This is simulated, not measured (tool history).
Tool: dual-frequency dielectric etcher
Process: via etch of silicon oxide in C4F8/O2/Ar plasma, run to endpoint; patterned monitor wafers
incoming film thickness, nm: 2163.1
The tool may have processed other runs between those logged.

{"run": 1, "hour": 0.0, "source power (W)": 2410, "bias power (W)": 2241, "endpoint time (s)": 405.74}
{"run": 2, "hour": 2.6, "source power (W)": 2300, "bias power (W)": 2185, "endpoint time (s)": 411.45}
{"run": 3, "hour": 9.5, "source power (W)": 2300, "bias power (W)": 1837, "endpoint time (s)": 425.15}
{"run": 4, "hour": 16.1, "source power (W)": 2300, "bias power (W)": 1576, "endpoint time (s)": 434.79}
{"run": 5, "hour": 22.2, "source power (W)": 2210, "bias power (W)": 1546, "endpoint time (s)": 448.45}
{"run": 6, "hour": 27.6, "source power (W)": 2160, "bias power (W)": 1529, "endpoint time (s)": 455.59}

What will run 7 give?
{"run": 7, "hour": 33.4, "source power (W)": 2160, "bias power (W)": 1529, "endpoint time (s)": "?"}

endpoint time (s): 459.50
